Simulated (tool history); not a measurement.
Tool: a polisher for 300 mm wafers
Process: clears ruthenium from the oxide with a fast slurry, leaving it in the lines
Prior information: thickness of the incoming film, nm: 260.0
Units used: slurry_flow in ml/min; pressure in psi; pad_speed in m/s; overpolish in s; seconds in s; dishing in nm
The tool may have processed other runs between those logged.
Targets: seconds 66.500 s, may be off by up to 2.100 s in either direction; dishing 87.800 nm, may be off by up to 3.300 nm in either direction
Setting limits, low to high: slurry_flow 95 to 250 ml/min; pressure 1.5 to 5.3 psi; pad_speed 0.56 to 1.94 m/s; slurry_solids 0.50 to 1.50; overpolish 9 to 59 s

{"run": 1, "hour": 0.0, "slurry_flow": 160, "pressure": 3.4, "pad_speed": 1.24, "slurry_solids": 1.0, "overpolish": 30, "seconds": 43.16, "dishing": 109.98}
{"run": 2, "hour": 6.9, "slurry_flow": 155, "pressure": 3.0, "pad_speed": 1.24, "slurry_solids": 1.0, "overpolish": 31, "seconds": 48.991, "dishing": 103.87}
{"run": 3, "hour": 12.3, "slurry_flow": 155, "pressure": 2.3, "pad_speed": 1.24, "slurry_solids": 1.0, "overpolish": 31, "seconds": 62.67, "dishing": 84.635}
{"run": 4, "hour": 21.3, "slurry_flow": 120, "pressure": 2.3, "pad_speed": 1.24, "slurry_solids": 1.0, "overpolish": 31, "seconds": 66.549, "dishing": 82.607}
{"run": 5, "hour": 24.8, "slurry_flow": 120, "pressure": 2.3, "pad_speed": 1.24, "slurry_solids": 1.1, "overpolish": 31, "seconds": 63.364, "dishing": 85.286}
{"run": 6, "hour": 31.0, "slurry_flow": 120, "pressure": 1.7, "pad_speed": 1.24, "slurry_solids": 1.1, "overpolish": 31, "seconds": 82.263, "dishing": 65.67}
{"run": 7, "hour": 36.0, "slurry_flow": 130, "pressure": 1.8, "pad_speed": 1.24, "slurry_solids": 1.1, "overpolish": 32, "seconds": 78.607, "dishing": 74.134}
{"run": 8, "hour": 43.9, "slurry_flow": 140, "pressure": 1.9, "pad_speed": 1.24, "slurry_solids": 1.1, "overpolish": 32, "seconds": 72.417, "dishing": 76.818}
{"run": 9, "hour": 45.0, "slurry_flow": 150, "pressure": 1.9, "pad_speed": 1.24, "slurry_solids": 1.1, "overpolish": 33, "seconds": 72.591, "dishing": 80.36}
{"run": 10, "hour": 48.1, "slurry_flow": 160, "pressure": 1.9, "pad_speed": 1.24, "slurry_solids": 1.1, "overpolish": 33, "seconds": 70.718, "dishing": 81.268}
{"run": 11, "hour": 57.1, "slurry_flow": 165, "pressure": 1.9, "pad_speed": 1.24, "slurry_solids": 1.1, "overpolish": 33, "seconds": 71.686, "dishing": 80.944}
{"run": 12, "hour": 66.1, "slurry_flow": 175, "pressure": 1.9, "pad_speed": 1.24, "slurry_solids": 1.1, "overpolish": 33, "seconds": 70.672, "dishing": 81.245}
{"run": 13, "hour": 69.8, "slurry_flow": 180, "pressure": 1.9, "pad_speed": 1.24, "slurry_solids": 1.1, "overpolish": 33, "seconds": 71.285, "dishing": 81.549}
{"run": 14, "hour": 75.2, "slurry_flow": 190, "pressure": 2.2, "pad_speed": 1.24, "slurry_solids": 1.1, "overpolish": 34, "seconds": 60.114, "dishing": 92.105}
{"run": 15, "hour": 77.8, "slurry_flow": 180, "pressure": 2.2, "pad_speed": 1.24, "slurry_solids": 1.1, "overpolish": 34, "seconds": 61.625, "dishing": 93.468}
{"run": 16, "hour": 85.2, "slurry_flow": 170, "pressure": 2.2, "pad_speed": 1.24, "slurry_solids": 1.1, "overpolish": 34, "seconds": 62.143, "dishing": 93.005}
{"run": 17, "hour": 92.7, "slurry_flow": 165, "pressure": 2.2, "pad_speed": 1.24, "slurry_solids": 1.1, "overpolish": 34, "seconds": 61.544, "dishing": 91.546}
{"run": 18, "hour": 99.0, "slurry_flow": 155, "pressure": 2.2, "pad_speed": 1.24, "slurry_solids": 1.1, "overpolish": 34, "seconds": 63.373, "dishing": 91.822}
{"run": 19, "hour": 106.7, "slurry_flow": 155, "pressure": 2.2, "pad_speed": 1.24, "slurry_solids": 1.1, "overpolish": 34, "seconds": 62.98, "dishing": 90.75}
{"run": 20, "hour": 109.9, "slurry_flow": 150, "pressure": 2.2, "pad_speed": 1.24, "slurry_solids": 1.1, "overpolish": 34, "seconds": 63.219, "dishing": 90.527}

4 candidate next runs follow, results not yet known. Just one meets every target within its allowed miss. Identify it.
{"run": "A", "hour": 113.1, "slurry_flow": 155, "pressure": 2.4, "pad_speed": 1.2, "slurry_solids": 0.9, "overpolish": 34, "seconds": "?", "dishing": "?"}
{"run": "B", "hour": 113.1, "slurry_flow": 95, "pressure": 2.2, "pad_speed": 1.24, "slurry_solids": 1.15, "overpolish": 38, "seconds": "?", "dishing": "?"}
{"run": "C", "hour": 113.1, "slurry_flow": 100, "pressure": 2.2, "pad_speed": 1.5, "slurry_solids": 1.1, "overpolish": 33, "seconds": "?", "dishing": "?"}
{"run": "D", "hour": 113.1, "slurry_flow": 195, "pressure": 1.5, "pad_speed": 1.54, "slurry_solids": 1.35, "overpolish": 38, "seconds": "?", "dishing": "?"}

move=A seconds=65.441 dishing=88.296
move=B seconds=67.361 dishing=94.123
move=C seconds=58.138 dishing=94.569
move=D seconds=66.468 dishing=95.091
A: every result within its allowed miss
B: brings the result that was furthest off to its target, and leaves another outside
C: lands further from the targets than the last run did
D: brings the result that was furthest off to its target, and leaves another outside
Go with A: it meets all targets.
